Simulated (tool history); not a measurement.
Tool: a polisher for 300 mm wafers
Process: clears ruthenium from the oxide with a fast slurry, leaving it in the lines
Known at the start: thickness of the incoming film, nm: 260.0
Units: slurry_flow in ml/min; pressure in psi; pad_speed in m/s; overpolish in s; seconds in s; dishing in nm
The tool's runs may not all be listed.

run 1 hour=0 | slurry_flow=165 pressure=3.1 pad_speed=1.04 slurry_solids=1 overpolish=24 | seconds=45.389 dishing=88.533
run 2 hour=0.7 | slurry_flow=165 pressure=3.1 pad_speed=1.24 slurry_solids=1 overpolish=24 | seconds=38.076 dishing=103.27
run 3 hour=1.4 | slurry_flow=160 pressure=2.6 pad_speed=1.06 slurry_solids=1 overpolish=27 | seconds=52.775 dishing=86.737
run 4 hour=2.5 | slurry_flow=160 pressure=2.6 pad_speed=1.26 slurry_solids=1 overpolish=27 | seconds=43.749 dishing=101.83
run 5 hour=3.3 | slurry_flow=180 pressure=2.6 pad_speed=1.26 slurry_solids=1 overpolish=27 | seconds=43.523 dishing=101.84
run 6 hour=7.5 | slurry_flow=210 pressure=2.6 pad_speed=1.26 slurry_solids=1 overpolish=27 | seconds=42.66 dishing=100.88
run 7 hour=12.6 | slurry_flow=205 pressure=2.2 pad_speed=1.06 slurry_solids=1 overpolish=29 | seconds=59.877 dishing=82.097

Forecast run 8:
run 8 hour=15.1 | slurry_flow=205 pressure=2 pad_speed=0.94 slurry_solids=1 overpolish=31 | seconds=? dishing=?

seconds: 73.662 s
dishing: 76.196 nm

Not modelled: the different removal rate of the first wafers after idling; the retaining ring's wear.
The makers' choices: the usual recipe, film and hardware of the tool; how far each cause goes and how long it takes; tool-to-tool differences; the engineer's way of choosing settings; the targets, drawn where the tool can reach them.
